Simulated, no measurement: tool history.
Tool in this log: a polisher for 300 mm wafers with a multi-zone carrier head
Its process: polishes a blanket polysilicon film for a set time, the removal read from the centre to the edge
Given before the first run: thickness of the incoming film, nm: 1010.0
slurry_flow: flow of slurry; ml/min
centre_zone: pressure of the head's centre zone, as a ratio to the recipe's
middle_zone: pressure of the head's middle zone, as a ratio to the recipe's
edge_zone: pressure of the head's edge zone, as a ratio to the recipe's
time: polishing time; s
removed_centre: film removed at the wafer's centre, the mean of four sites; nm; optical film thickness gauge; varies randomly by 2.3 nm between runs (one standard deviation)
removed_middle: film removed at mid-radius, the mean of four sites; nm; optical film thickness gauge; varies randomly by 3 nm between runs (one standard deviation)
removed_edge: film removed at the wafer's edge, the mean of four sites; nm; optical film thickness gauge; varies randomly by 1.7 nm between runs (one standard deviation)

| run | hour | slurry_flow | centre_zone | middle_zone | edge_zone | time | removed_centre | removed_middle | removed_edge |
|---|---|---|---|---|---|---|---|---|---|
| 1 | 0 | 180 | 1 | 1 | 1 | 34 | 329.99 | 325.22 | 318.83 |
| 2 | 4.8 | 180 | 1 | 1.05 | 1 | 34 | 326.7 | 336.97 | 312.25 |
| 3 | 10.7 | 170 | 0.98 | 0.99 | 0.98 | 31 | 295.24 | 289.82 | 284.6 |
| 4 | 14.3 | 160 | 0.94 | 0.95 | 0.96 | 29 | 263.98 | 259.78 | 262.85 |
| 5 | 17.3 | 160 | 0.94 | 0.95 | 0.91 | 29 | 263.83 | 256.65 | 256.16 |
| 6 | 21.9 | 150 | 0.91 | 0.92 | 0.9 | 28 | 248 | 236.09 | 248.74 |
| 7 | 29.6 | 145 | 0.89 | 0.91 | 0.89 | 27 | 236.13 | 233.56 | 239.3 |
| 8 | 31.7 | 140 | 0.88 | 0.88 | 0.88 | 27 | 227.65 | 217.65 | 234.74 |

Expected results for the next run?
| 9 | 32.3 | 135 | 0.87 | 0.87 | 0.87 | 27 | ? | ? | ? |

{"run 9": {"removed_centre": 232.09, "removed_middle": 223.13, "removed_edge": 231.89}}
